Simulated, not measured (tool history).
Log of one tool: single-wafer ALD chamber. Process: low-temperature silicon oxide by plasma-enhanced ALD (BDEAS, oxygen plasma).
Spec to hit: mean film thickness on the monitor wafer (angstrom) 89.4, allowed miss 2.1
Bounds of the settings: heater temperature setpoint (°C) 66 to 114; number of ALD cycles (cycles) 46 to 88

run  hour  heater temperature setpoint (°C)  number of ALD cycles (cycles)  mean film thickness on the monitor wafer (angstrom)
  1     0                                90                             67                                               116.15
  2   5.8                                90                             72                                               124.07
  3  11.8                                90                             64                                               110.81
  4  15.3                                90                             59                                               102.06
  5  23.8                                90                             68                                               116.56
  6  24.8                                83                             68                                               118.77
  7  32.1                                83                             68                                               119.57
  8  36.4                                86                             64                                               111.69
  9  41.4                                88                             61                                               105.98
 10  48.7                                90                             59                                               101.54
 11  56.4                                92                             58                                               99.298
 12  58.7                                94                             57                                               98.148
 13  67.8                                95                             56                                               93.838
 14  70.7                                96                             56                                               94.568

Which single option among these 4 for the next run brings every result within its allowed miss of target? Just one does.
  A  73.6                                97                             50                                                    ?
  B  73.6                                95                             53                                                    ?
  C  73.6                               104                             52                                                    ?
  D  73.6                                98                             49                                                    ?

move  mean film thickness on the monitor wafer (angstrom)
   A                                               84.985
   B                                               90.649
   C                                               86.811
   D                                               83.025
A: moves the result that the last run missed by most past its target, out the other side
B: all results in spec
C: moves the result that the last run missed by most past its target, out the other side
D: moves the result that the last run missed by most past its target, out the other side
Correct choice: B, which meets every target

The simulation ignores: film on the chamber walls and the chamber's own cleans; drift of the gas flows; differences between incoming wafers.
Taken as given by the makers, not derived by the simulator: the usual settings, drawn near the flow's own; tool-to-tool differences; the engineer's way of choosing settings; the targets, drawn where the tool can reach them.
